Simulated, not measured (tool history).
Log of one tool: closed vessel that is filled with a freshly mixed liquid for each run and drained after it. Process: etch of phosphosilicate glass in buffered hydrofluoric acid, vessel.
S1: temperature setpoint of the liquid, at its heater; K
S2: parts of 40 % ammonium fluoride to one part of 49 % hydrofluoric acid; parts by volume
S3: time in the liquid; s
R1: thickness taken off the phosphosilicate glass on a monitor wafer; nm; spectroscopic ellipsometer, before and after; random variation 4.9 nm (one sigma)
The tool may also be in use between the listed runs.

run,hour,S1,S2,S3,R1
1,0,294.15,12,95,477.39
2,7.6,292.65,12,95,436.03
3,9.8,294.15,12,95,477.09
4,18.4,297.65,12,95,572.58
5,25,295.65,12,95,514.3
6,32.5,297.15,10.5,95,634.75
7,34.3,298.65,9.5,95,743.58

Run 8 comes next. What will it give?
8,41.4,299.65,8.5,95,?

Run 8 gave R1 874.33 nm.

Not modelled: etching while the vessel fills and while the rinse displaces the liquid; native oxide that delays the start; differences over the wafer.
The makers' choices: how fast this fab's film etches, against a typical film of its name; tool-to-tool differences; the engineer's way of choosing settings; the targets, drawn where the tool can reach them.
